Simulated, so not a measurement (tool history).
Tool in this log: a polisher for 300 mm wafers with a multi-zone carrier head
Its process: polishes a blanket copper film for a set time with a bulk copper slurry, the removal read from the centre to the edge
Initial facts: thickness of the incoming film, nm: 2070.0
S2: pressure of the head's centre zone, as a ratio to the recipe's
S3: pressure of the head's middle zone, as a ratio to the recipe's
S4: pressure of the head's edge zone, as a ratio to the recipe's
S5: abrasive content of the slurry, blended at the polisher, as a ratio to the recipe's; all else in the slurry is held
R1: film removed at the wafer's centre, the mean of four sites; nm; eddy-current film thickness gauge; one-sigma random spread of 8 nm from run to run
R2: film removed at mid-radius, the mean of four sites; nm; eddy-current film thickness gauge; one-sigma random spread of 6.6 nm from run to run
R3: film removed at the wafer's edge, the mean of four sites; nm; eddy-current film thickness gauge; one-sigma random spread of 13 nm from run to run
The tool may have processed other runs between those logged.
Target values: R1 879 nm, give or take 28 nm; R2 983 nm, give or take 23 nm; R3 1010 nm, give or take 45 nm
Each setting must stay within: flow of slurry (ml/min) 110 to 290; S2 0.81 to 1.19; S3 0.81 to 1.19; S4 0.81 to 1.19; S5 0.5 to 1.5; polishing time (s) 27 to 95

{"run": 1, "hour": 0.0, "flow of slurry (ml/min)": 185, "S2": 1, "S3": 1, "S4": 1, "S5": 1, "polishing time (s)": 61, "R1": 684.22, "R2": 715.51, "R3": 686.68}
{"run": 2, "hour": 6.8, "flow of slurry (ml/min)": 190, "S2": 0.99, "S3": 1.01, "S4": 1.04, "S5": 1.1, "polishing time (s)": 63, "R1": 722.35, "R2": 764.51, "R3": 769.96}
{"run": 3, "hour": 11.0, "flow of slurry (ml/min)": 190, "S2": 1.04, "S3": 1.01, "S4": 1.04, "S5": 1.1, "polishing time (s)": 63, "R1": 759.99, "R2": 767.06, "R3": 763.04}
{"run": 4, "hour": 18.3, "flow of slurry (ml/min)": 190, "S2": 1.04, "S3": 1.01, "S4": 1.07, "S5": 1.1, "polishing time (s)": 63, "R1": 756.77, "R2": 769.37, "R3": 755.33}
{"run": 5, "hour": 22.7, "flow of slurry (ml/min)": 175, "S2": 1.04, "S3": 1.01, "S4": 1.07, "S5": 1.1, "polishing time (s)": 63, "R1": 737.04, "R2": 750.39, "R3": 750.63}
{"run": 6, "hour": 28.4, "flow of slurry (ml/min)": 195, "S2": 1.03, "S3": 1.03, "S4": 1.09, "S5": 1.2, "polishing time (s)": 63, "R1": 784.07, "R2": 803.27, "R3": 793.07}
{"run": 7, "hour": 32.2, "flow of slurry (ml/min)": 205, "S2": 1, "S3": 1.04, "S4": 1.11, "S5": 1.25, "polishing time (s)": 64, "R1": 774.21, "R2": 836.79, "R3": 816.06}
{"run": 8, "hour": 33.7, "flow of slurry (ml/min)": 205, "S2": 0.99, "S3": 1.03, "S4": 1.13, "S5": 1.3, "polishing time (s)": 66, "R1": 796.86, "R2": 855.98, "R3": 884.82}
{"run": 9, "hour": 40.9, "flow of slurry (ml/min)": 215, "S2": 0.98, "S3": 1.04, "S4": 1.14, "S5": 1.35, "polishing time (s)": 66, "R1": 807.34, "R2": 879.45, "R3": 888.28}
{"run": 10, "hour": 41.9, "flow of slurry (ml/min)": 220, "S2": 0.97, "S3": 1.04, "S4": 1.15, "S5": 1.4, "polishing time (s)": 67, "R1": 829.09, "R2": 902.6, "R3": 893.72}

Consider the 5 candidate settings below. Which is the only one whose results all fall within their allowed miss of target?
{"run": "A", "hour": 42.9, "flow of slurry (ml/min)": 240, "S2": 1.02, "S3": 0.96, "S4": 1.16, "S5": 1.4, "polishing time (s)": 62, "R1": "?", "R2": "?", "R3": "?"}
{"run": "B", "hour": 42.9, "flow of slurry (ml/min)": 205, "S2": 1.04, "S3": 1.04, "S4": 1.06, "S5": 1.5, "polishing time (s)": 66, "R1": "?", "R2": "?", "R3": "?"}
{"run": "C", "hour": 42.9, "flow of slurry (ml/min)": 150, "S2": 0.96, "S3": 1.04, "S4": 1.16, "S5": 1.25, "polishing time (s)": 80, "R1": "?", "R2": "?", "R3": "?"}
{"run": "D", "hour": 42.9, "flow of slurry (ml/min)": 245, "S2": 0.94, "S3": 1.14, "S4": 0.99, "S5": 1.5, "polishing time (s)": 68, "R1": "?", "R2": "?", "R3": "?"}
{"run": "E", "hour": 42.9, "flow of slurry (ml/min)": 140, "S2": 0.81, "S3": 1.06, "S4": 1.16, "S5": 1.2, "polishing time (s)": 85, "R1": "?", "R2": "?", "R3": "?"}

move=A R1=796.85 R2=788.12 R3=845.46
move=B R1=858.46 R2=892.61 R3=858.65
move=C R1=861.74 R2=978.58 R3=1000.4
move=D R1=821.62 R2=1020.2 R3=870.49
move=E R1=750.51 R2=1031 R3=1040.6
A: the biggest miss grows against the last run
B: the biggest miss grows against the last run
C: all results in spec
D: carries the result that was furthest off beyond its target, to the other side
E: carries the result that was furthest off beyond its target, to the other side
C meets every target.
